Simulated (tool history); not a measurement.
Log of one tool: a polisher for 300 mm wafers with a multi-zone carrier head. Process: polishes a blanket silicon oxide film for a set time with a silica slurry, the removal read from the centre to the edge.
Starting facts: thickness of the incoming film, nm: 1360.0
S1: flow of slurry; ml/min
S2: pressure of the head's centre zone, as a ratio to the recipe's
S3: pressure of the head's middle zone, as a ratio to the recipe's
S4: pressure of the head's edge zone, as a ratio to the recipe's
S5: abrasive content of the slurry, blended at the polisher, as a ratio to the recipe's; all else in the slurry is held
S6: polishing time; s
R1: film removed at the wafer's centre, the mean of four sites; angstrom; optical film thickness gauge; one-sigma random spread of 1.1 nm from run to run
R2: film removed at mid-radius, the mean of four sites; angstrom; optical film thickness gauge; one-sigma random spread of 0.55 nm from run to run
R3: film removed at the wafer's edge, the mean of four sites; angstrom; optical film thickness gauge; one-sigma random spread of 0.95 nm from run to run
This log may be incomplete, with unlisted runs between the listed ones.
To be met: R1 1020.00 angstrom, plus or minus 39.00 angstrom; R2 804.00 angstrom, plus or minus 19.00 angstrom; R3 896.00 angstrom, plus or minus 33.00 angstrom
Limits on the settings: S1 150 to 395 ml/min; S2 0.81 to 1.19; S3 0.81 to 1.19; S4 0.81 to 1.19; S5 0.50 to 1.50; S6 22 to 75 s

run,hour,S1,S2,S3,S4,S5,S6,R1,R2,R3
1,0.0,250,1.00,1.00,1.00,1.00,48,1518.10,1401.90,1439.10
2,7.4,250,1.00,1.00,1.00,0.80,48,1273.30,1171.00,1168.60
3,11.7,250,1.00,1.00,1.00,0.80,38,1022.80,921.52,940.69
4,17.7,250,1.00,1.00,1.00,0.95,38,1185.70,1074.90,1064.30
5,18.8,250,1.00,1.00,1.00,0.80,38,1023.50,916.44,929.24
6,21.7,250,1.00,1.00,0.92,0.80,38,1012.90,928.79,910.98
7,28.3,240,1.01,0.97,0.92,0.80,38,1004.20,916.35,921.95
8,33.0,245,1.04,0.94,0.93,0.80,38,1044.30,894.63,921.81
9,40.0,240,1.05,0.91,0.93,0.80,38,1056.90,871.42,916.25
10,45.9,230,1.05,0.89,0.93,0.80,38,1069.30,853.08,917.50
# hour 50.5: centre zone pressure recalibrated
11,50.5,225,1.04,0.88,0.92,0.80,38,940.59,838.96,893.94
12,58.0,235,1.05,0.87,0.92,0.80,38,958.06,855.03,893.00

Which single option among these 4 for the next run brings every result within its allowed miss of target? Just one does.
A,65.5,265,1.01,0.95,0.90,0.75,40,?,?,?
B,65.5,270,1.12,0.92,0.88,0.95,33,?,?,?
C,65.5,390,0.96,0.97,0.81,0.60,53,?,?,?
D,65.5,150,1.16,0.87,0.95,0.70,45,?,?,?

move,R1,R2,R3
A,926.70,900.94,903.73
B,1043.70,895.22,909.57
C,918.66,949.55,897.62
D,1008.20,814.23,902.69
A: further off than the last run
B: further off than the last run
C: further off than the last run
D: all results land within tolerance of their targets
The move that meets every target is D.
